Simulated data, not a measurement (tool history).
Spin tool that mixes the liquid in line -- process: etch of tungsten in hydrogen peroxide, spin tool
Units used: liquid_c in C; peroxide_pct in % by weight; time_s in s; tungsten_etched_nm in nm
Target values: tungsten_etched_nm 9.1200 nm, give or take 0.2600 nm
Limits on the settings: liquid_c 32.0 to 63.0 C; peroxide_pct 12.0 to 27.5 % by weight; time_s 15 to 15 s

run 1 day=0.000 | liquid_c=47.0 peroxide_pct=18.5 time_s=15 | tungsten_etched_nm=19.4650
run 2 day=0.271 | liquid_c=45.5 peroxide_pct=18.5 time_s=15 | tungsten_etched_nm=17.8370
run 3 day=0.492 | liquid_c=50.0 peroxide_pct=18.5 time_s=15 | tungsten_etched_nm=23.5230
run 4 day=0.779 | liquid_c=48.0 peroxide_pct=18.5 time_s=15 | tungsten_etched_nm=20.7130
run 5 day=0.988 | liquid_c=46.0 peroxide_pct=18.5 time_s=15 | tungsten_etched_nm=18.2990
run 6 day=1.262 | liquid_c=49.0 peroxide_pct=18.5 time_s=15 | tungsten_etched_nm=22.0410
run 7 day=1.471 | liquid_c=47.0 peroxide_pct=18.5 time_s=15 | tungsten_etched_nm=19.5410
run 8 day=1.533 | liquid_c=45.5 peroxide_pct=18.5 time_s=15 | tungsten_etched_nm=17.6330
run 9 day=1.742 | liquid_c=45.5 peroxide_pct=18.5 time_s=15 | tungsten_etched_nm=17.7490
run 10 day=1.812 | liquid_c=45.5 peroxide_pct=18.5 time_s=15 | tungsten_etched_nm=17.8740
run 11 day=1.954 | liquid_c=37.5 peroxide_pct=18.0 time_s=15 | tungsten_etched_nm=10.5010
run 12 day=2.158 | liquid_c=37.0 peroxide_pct=18.0 time_s=15 | tungsten_etched_nm=10.0650
run 13 day=2.362 | liquid_c=36.0 peroxide_pct=18.0 time_s=15 | tungsten_etched_nm=9.4638

Next run, 4 choices. One meets every target within its allowed miss, the rest don't. Which?
run A day=2.567 | liquid_c=34.0 peroxide_pct=20.0 time_s=15 | tungsten_etched_nm=?
run B day=2.567 | liquid_c=35.0 peroxide_pct=17.5 time_s=15 | tungsten_etched_nm=?
run C day=2.567 | liquid_c=34.0 peroxide_pct=19.5 time_s=15 | tungsten_etched_nm=?
run D day=2.567 | liquid_c=37.5 peroxide_pct=13.5 time_s=15 | tungsten_etched_nm=?

move=A tungsten_etched_nm=8.7615
move=B tungsten_etched_nm=8.7674
move=C tungsten_etched_nm=8.6513
move=D tungsten_etched_nm=9.0972
A: the result that was furthest off in the last run now lies on the other side of its target
B: the result that was furthest off in the last run now lies on the other side of its target
C: the result that was furthest off in the last run now lies on the other side of its target
D: meets every target
D is the move that brings every result within its allowed miss.

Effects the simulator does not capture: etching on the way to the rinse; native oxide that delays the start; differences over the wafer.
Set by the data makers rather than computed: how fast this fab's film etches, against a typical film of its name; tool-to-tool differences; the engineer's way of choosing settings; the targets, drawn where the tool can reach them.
